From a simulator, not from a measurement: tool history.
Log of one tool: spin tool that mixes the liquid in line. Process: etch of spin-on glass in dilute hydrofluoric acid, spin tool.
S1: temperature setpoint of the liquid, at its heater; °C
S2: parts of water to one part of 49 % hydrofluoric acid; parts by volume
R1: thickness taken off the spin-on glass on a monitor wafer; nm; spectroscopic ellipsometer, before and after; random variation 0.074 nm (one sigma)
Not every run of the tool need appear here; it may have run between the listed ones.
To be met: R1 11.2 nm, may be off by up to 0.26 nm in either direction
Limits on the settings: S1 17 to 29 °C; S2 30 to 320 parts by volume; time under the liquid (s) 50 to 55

Run 1, day 0: S1 21 °C, S2 175 parts by volume, time under the liquid (s) 50. Result: R1 12.335 nm.
Run 2, day 0.125: S1 20.5 °C, S2 175 parts by volume, time under the liquid (s) 50. Result: R1 12.084 nm.
Run 3, day 0.358: S1 20.5 °C, S2 175 parts by volume, time under the liquid (s) 50. Result: R1 12.108 nm.
Run 4, day 0.4: S1 20.5 °C, S2 115 parts by volume, time under the liquid (s) 50. Result: R1 19.609 nm.
Run 5, day 0.658: S1 20.5 °C, S2 115 parts by volume, time under the liquid (s) 55. Result: R1 21.723 nm.
Run 6, day 1.008: S1 20.5 °C, S2 115 parts by volume, time under the liquid (s) 55. Result: R1 21.483 nm.
Run 7, day 1.112: S1 20 °C, S2 125 parts by volume, time under the liquid (s) 55. Result: R1 18.911 nm.
Run 8, day 1.425: S1 19.5 °C, S2 130 parts by volume, time under the liquid (s) 55. Result: R1 18.12 nm.
Run 9, day 1.567: S1 19 °C, S2 135 parts by volume, time under the liquid (s) 55. Result: R1 16.948 nm.
Run 10, day 1.867: S1 18.5 °C, S2 140 parts by volume, time under the liquid (s) 55. Result: R1 15.731 nm.
Run 11, day 2.121: S1 18.5 °C, S2 145 parts by volume, time under the liquid (s) 55. Result: R1 15.331 nm.

Next run, 5 choices. One meets every target within its allowed miss, the rest don't. Which?
Run A, day 2.375: S1 18 °C, S2 185 parts by volume, time under the liquid (s) 55. Result: R1 ?.
Run B, day 2.375: S1 20 °C, S2 105 parts by volume, time under the liquid (s) 55. Result: R1 ?.
Run C, day 2.375: S1 18.5 °C, S2 120 parts by volume, time under the liquid (s) 55. Result: R1 ?.
Run D, day 2.375: S1 19.5 °C, S2 170 parts by volume, time under the liquid (s) 50. Result: R1 ?.
Run E, day 2.375: S1 20.5 °C, S2 170 parts by volume, time under the liquid (s) 50. Result: R1 ?.

move      R1
   A  11.151
   B  23.119
   C  18.717
   D  11.881
   E  12.357
A: hits every target within its allowed miss
B: lands further from the targets than the last run did
C: lands further from the targets than the last run did
D: an improvement on the last run, though not all results are within tolerance
E: an improvement on the last run, though not all results are within tolerance
So the answer is move A, the one that meets all the targets.
